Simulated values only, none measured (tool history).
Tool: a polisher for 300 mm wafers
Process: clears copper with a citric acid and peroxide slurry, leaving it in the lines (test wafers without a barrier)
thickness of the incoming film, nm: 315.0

run  hour  flow of slurry (ml/min)  pressure of the wafer on the pad (psi)  speed of the pad under the wafer (m/s)  abrasive content of the slurry  overpolish time after the end point (s)  time until the end point was called (s)  dishing of a wide line in a test structure (angstrom)
  1   0.0                      190                                     3.2                                    1.04                             1.0                                       26                                   152.95                                                 359.56
  2   2.7                      190                                     3.5                                    1.04                             1.0                                       28                                   142.81                                                 419.71
  3   6.6                      190                                     3.0                                    1.04                             1.0                                       28                                   163.31                                                 381.08
  4  15.3                      190                                     3.3                                    1.04                             1.0                                       30                                   150.58                                                 433.99
  5  17.9                      195                                     3.6                                    1.04                             1.0                                       31                                   138.98                                                 464.35
  6  25.9                      195                                     3.6                                    0.78                             1.0                                       31                                   168.09                                                 397.37
  7  27.3                      215                                     4.5                                    0.92                             1.0                                       40                                   120.81                                                 648.93
     29.5  -- slurry blender recalibrated
  8  29.5                      215                                     4.6                                    0.94                             1.0                                       41                                   104.21                                                 756.91

Run 9, settings as shown, results not yet in. Your forecast:
  9  34.3                      215                                     4.7                                    0.94                             1.0                                       42                                        ?                                                      ?

Logged for run 9: time until the end point was called (s) 103.68, dishing of a wide line in a test structure (angstrom) 774.77.
